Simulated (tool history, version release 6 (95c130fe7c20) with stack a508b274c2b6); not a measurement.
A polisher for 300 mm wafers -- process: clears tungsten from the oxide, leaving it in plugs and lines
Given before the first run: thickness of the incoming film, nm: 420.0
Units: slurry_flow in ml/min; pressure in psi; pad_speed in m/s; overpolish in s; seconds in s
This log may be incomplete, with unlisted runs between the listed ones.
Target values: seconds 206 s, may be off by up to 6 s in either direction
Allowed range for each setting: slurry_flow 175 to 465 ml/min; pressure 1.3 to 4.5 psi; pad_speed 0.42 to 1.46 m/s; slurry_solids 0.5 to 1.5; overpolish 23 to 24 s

run 1 hour=0 | slurry_flow=295 pressure=2.9 pad_speed=0.94 slurry_solids=1 overpolish=23 | seconds=109.48
run 2 hour=2.5 | slurry_flow=295 pressure=2.9 pad_speed=0.82 slurry_solids=1 overpolish=23 | seconds=124.58
run 3 hour=8.1 | slurry_flow=295 pressure=2.9 pad_speed=0.82 slurry_solids=1.15 overpolish=23 | seconds=119.47
run 4 hour=17.1 | slurry_flow=295 pressure=2.9 pad_speed=0.98 slurry_solids=1.15 overpolish=23 | seconds=103.59
run 5 hour=24.3 | slurry_flow=250 pressure=2.9 pad_speed=0.98 slurry_solids=1.15 overpolish=23 | seconds=103.52
run 6 hour=25.9 | slurry_flow=250 pressure=2.4 pad_speed=0.94 slurry_solids=1.15 overpolish=23 | seconds=130.24
run 7 hour=28.2 | slurry_flow=250 pressure=2.1 pad_speed=0.92 slurry_solids=1.15 overpolish=23 | seconds=151.67
run 8 hour=28.7 | slurry_flow=250 pressure=1.9 pad_speed=0.92 slurry_solids=1.15 overpolish=23 | seconds=166.61
run 9 hour=35.5 | slurry_flow=250 pressure=1.8 pad_speed=0.92 slurry_solids=1.15 overpolish=23 | seconds=174.83
run 10 hour=41.2 | slurry_flow=250 pressure=1.7 pad_speed=0.92 slurry_solids=1.15 overpolish=23 | seconds=183.67
run 11 hour=46.6 | slurry_flow=245 pressure=1.3 pad_speed=0.92 slurry_solids=1.15 overpolish=23 | seconds=237.71
-- hour=51.1 slurry nozzle cleaned
run 12 hour=51.1 | slurry_flow=330 pressure=1.5 pad_speed=0.92 slurry_solids=1.15 overpolish=23 | seconds=196.76
run 13 hour=54.7 | slurry_flow=325 pressure=1.5 pad_speed=0.92 slurry_solids=1.15 overpolish=23 | seconds=193.34
run 14 hour=57.2 | slurry_flow=325 pressure=1.5 pad_speed=0.92 slurry_solids=1.15 overpolish=23 | seconds=193.93
run 15 hour=62.2 | slurry_flow=315 pressure=1.5 pad_speed=0.92 slurry_solids=1.15 overpolish=23 | seconds=194.51

Exactly one of the 5 candidate moves below puts every result within its allowed miss. Which one?
run A hour=67.2 | slurry_flow=305 pressure=1.4 pad_speed=0.84 slurry_solids=1.3 overpolish=24 | seconds=?
run B hour=67.2 | slurry_flow=260 pressure=1.6 pad_speed=0.94 slurry_solids=1.1 overpolish=23 | seconds=?
run C hour=67.2 | slurry_flow=375 pressure=1.6 pad_speed=0.88 slurry_solids=1.15 overpolish=23 | seconds=?
run D hour=67.2 | slurry_flow=390 pressure=1.7 pad_speed=0.86 slurry_solids=1.05 overpolish=24 | seconds=?
run E hour=67.2 | slurry_flow=340 pressure=1.4 pad_speed=0.92 slurry_solids=1.2 overpolish=24 | seconds=?

move=A seconds=215.63
move=B seconds=185.66
move=C seconds=188.16
move=D seconds=186.29
move=E seconds=204.17
A: pushes the last run's worst result past its target
B: moves away from the targets compared with the last run
C: moves away from the targets compared with the last run
D: moves away from the targets compared with the last run
E: meets every target
E meets every target.
